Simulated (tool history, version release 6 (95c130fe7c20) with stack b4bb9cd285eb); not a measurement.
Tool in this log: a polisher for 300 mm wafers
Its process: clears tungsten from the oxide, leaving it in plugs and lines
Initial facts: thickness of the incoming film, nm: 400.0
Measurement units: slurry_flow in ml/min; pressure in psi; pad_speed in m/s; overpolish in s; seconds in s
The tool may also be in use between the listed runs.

run 1 day=0.000 | slurry_flow=175 pressure=3.5 pad_speed=1.28 slurry_solids=1.00 overpolish=21 | seconds=61.945
run 2 day=0.133 | slurry_flow=175 pressure=3.5 pad_speed=1.28 slurry_solids=1.00 overpolish=23 | seconds=61.754
run 3 day=0.379 | slurry_flow=175 pressure=3.5 pad_speed=1.28 slurry_solids=0.90 overpolish=23 | seconds=62.947
run 4 day=0.750 | slurry_flow=175 pressure=3.7 pad_speed=1.28 slurry_solids=0.90 overpolish=23 | seconds=61.559
run 5 day=0.800 | slurry_flow=175 pressure=3.7 pad_speed=1.28 slurry_solids=0.85 overpolish=23 | seconds=59.224
run 6 day=1.071 | slurry_flow=175 pressure=4.0 pad_speed=1.28 slurry_solids=0.85 overpolish=23 | seconds=55.132
run 7 day=1.142 | slurry_flow=175 pressure=4.2 pad_speed=1.28 slurry_solids=0.85 overpolish=23 | seconds=54.819
run 8 day=1.350 | slurry_flow=175 pressure=4.4 pad_speed=1.30 slurry_solids=0.85 overpolish=23 | seconds=51.726

Estimate the outcome of run 9 from the log above:
run 9 day=1.592 | slurry_flow=180 pressure=5.4 pad_speed=1.38 slurry_solids=0.85 overpolish=23 | seconds=?

{"run 9": {"seconds": 39.923}}
